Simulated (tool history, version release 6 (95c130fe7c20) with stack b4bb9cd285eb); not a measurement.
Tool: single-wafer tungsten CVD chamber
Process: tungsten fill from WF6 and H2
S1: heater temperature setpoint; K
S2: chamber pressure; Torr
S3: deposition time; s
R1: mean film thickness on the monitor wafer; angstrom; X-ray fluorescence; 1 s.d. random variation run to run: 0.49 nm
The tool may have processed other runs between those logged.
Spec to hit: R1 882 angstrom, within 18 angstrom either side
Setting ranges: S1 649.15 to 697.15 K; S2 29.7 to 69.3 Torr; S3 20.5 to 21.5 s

Run 1, hour 0: S1 673.15 K, S2 49.5 Torr, S3 21.5 s. Result: R1 810.09 angstrom.
Run 2, hour 5.4: S1 676.15 K, S2 49.6 Torr, S3 21.5 s. Result: R1 846.39 angstrom.
Run 3, hour 11.4: S1 686.15 K, S2 49.6 Torr, S3 21.5 s. Result: R1 996.68 angstrom.
Run 4, hour 13.4: S1 680.15 K, S2 49.6 Torr, S3 21.5 s. Result: R1 893.34 angstrom.
Run 5, hour 18.7: S1 680.15 K, S2 41.8 Torr, S3 21.5 s. Result: R1 836.98 angstrom.
Run 6, hour 26.9: S1 680.15 K, S2 36.9 Torr, S3 21.5 s. Result: R1 797.02 angstrom.
Run 7, hour 29.9: S1 681.15 K, S2 36.9 Torr, S3 21.5 s. Result: R1 801.05 angstrom.
Run 8, hour 36.6: S1 682.15 K, S2 36.9 Torr, S3 21.5 s. Result: R1 818.7 angstrom.
Run 9, hour 41.7: S1 685.15 K, S2 37 Torr, S3 21.5 s. Result: R1 857.09 angstrom.

Of the 5 settings listed for the next run, only one would bring every result within its allowed miss of target. Which one?
Run A, hour 46.8: S1 686.15 K, S2 32.7 Torr, S3 21.5 s. Result: R1 ?.
Run B, hour 46.8: S1 691.15 K, S2 35.1 Torr, S3 20.8 s. Result: R1 ?.
Run C, hour 46.8: S1 681.15 K, S2 40.1 Torr, S3 21.5 s. Result: R1 ?.
Run D, hour 46.8: S1 682.15 K, S2 38.6 Torr, S3 21.2 s. Result: R1 ?.
Run E, hour 46.8: S1 687.15 K, S2 30.8 Torr, S3 21.5 s. Result: R1 ?.

move      R1
   A  832.18
   B  891.55
   C  840.72
   D  828.56
   E  823.37
A: lands further from the targets than the last run did
B: all results land within tolerance of their targets
C: lands further from the targets than the last run did
D: lands further from the targets than the last run did
E: lands further from the targets than the last run did
The move that meets every target is B.

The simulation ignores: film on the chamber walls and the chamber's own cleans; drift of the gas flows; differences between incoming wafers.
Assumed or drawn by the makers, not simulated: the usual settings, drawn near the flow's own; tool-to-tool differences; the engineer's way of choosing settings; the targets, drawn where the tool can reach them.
